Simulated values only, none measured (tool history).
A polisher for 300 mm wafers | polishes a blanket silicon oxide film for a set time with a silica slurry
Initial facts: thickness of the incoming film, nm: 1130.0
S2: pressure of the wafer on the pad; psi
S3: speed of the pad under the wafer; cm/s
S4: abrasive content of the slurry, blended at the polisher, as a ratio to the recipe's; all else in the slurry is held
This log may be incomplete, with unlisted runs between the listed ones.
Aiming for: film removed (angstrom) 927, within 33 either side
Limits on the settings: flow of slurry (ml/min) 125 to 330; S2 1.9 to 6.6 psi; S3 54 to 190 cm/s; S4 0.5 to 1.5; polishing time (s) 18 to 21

Run 1, hour 0: flow of slurry (ml/min) 210, S2 4.2 psi, S3 122 cm/s, S4 1, polishing time (s) 21. Result: film removed (angstrom) 752.66.
Run 2, hour 2.4: flow of slurry (ml/min) 210, S2 4.2 psi, S3 122 cm/s, S4 1, polishing time (s) 18. Result: film removed (angstrom) 640.95.
Run 3, hour 5.3: flow of slurry (ml/min) 210, S2 4.4 psi, S3 122 cm/s, S4 1, polishing time (s) 18. Result: film removed (angstrom) 658.07.
Run 4, hour 11.1: flow of slurry (ml/min) 210, S2 4.4 psi, S3 94 cm/s, S4 1, polishing time (s) 18. Result: film removed (angstrom) 531.78.
Run 5, hour 13.3: flow of slurry (ml/min) 210, S2 4.7 psi, S3 96 cm/s, S4 1, polishing time (s) 18. Result: film removed (angstrom) 576.98.
Run 6, hour 21.2: flow of slurry (ml/min) 210, S2 4.7 psi, S3 96 cm/s, S4 1, polishing time (s) 18. Result: film removed (angstrom) 581.55.
Run 7, hour 26.6: flow of slurry (ml/min) 210, S2 5 psi, S3 96 cm/s, S4 1, polishing time (s) 18. Result: film removed (angstrom) 609.4.
Run 8, hour 28.8: flow of slurry (ml/min) 210, S2 5.2 psi, S3 98 cm/s, S4 1, polishing time (s) 18. Result: film removed (angstrom) 623.89.
Run 9, hour 31.5: flow of slurry (ml/min) 210, S2 5.4 psi, S3 102 cm/s, S4 1, polishing time (s) 18. Result: film removed (angstrom) 678.71.
Run 10, hour 33.8: flow of slurry (ml/min) 210, S2 5.6 psi, S3 104 cm/s, S4 1, polishing time (s) 18. Result: film removed (angstrom) 697.05.
Run 11, hour 40.4: flow of slurry (ml/min) 210, S2 5.8 psi, S3 106 cm/s, S4 1, polishing time (s) 18. Result: film removed (angstrom) 725.71.
Run 12, hour 45.3: flow of slurry (ml/min) 220, S2 6.6 psi, S3 118 cm/s, S4 1, polishing time (s) 18. Result: film removed (angstrom) 900.52.

Which of these 5 next moves meets every target?
Run A, hour 50.2: flow of slurry (ml/min) 180, S2 6.5 psi, S3 98 cm/s, S4 1.05, polishing time (s) 20. Result: film removed (angstrom) ?.
Run B, hour 50.2: flow of slurry (ml/min) 245, S2 6 psi, S3 120 cm/s, S4 1.05, polishing time (s) 18. Result: film removed (angstrom) ?.
Run C, hour 50.2: flow of slurry (ml/min) 265, S2 6.4 psi, S3 128 cm/s, S4 0.95, polishing time (s) 18. Result: film removed (angstrom) ?.
Run D, hour 50.2: flow of slurry (ml/min) 230, S2 6.4 psi, S3 120 cm/s, S4 0.95, polishing time (s) 18. Result: film removed (angstrom) ?.
Run E, hour 50.2: flow of slurry (ml/min) 195, S2 6.5 psi, S3 96 cm/s, S4 1.15, polishing time (s) 20. Result: film removed (angstrom) ?.

move  film removed (angstrom)
   A                   838.64
   B                   856.68
   C                   928.05
   D                    870.8
   E                   853.63
A: its largest miss is bigger than the last run's
B: its largest miss is bigger than the last run's
C: meets every target
D: its largest miss is bigger than the last run's
E: its largest miss is bigger than the last run's
C is the move that brings every result within its allowed miss.

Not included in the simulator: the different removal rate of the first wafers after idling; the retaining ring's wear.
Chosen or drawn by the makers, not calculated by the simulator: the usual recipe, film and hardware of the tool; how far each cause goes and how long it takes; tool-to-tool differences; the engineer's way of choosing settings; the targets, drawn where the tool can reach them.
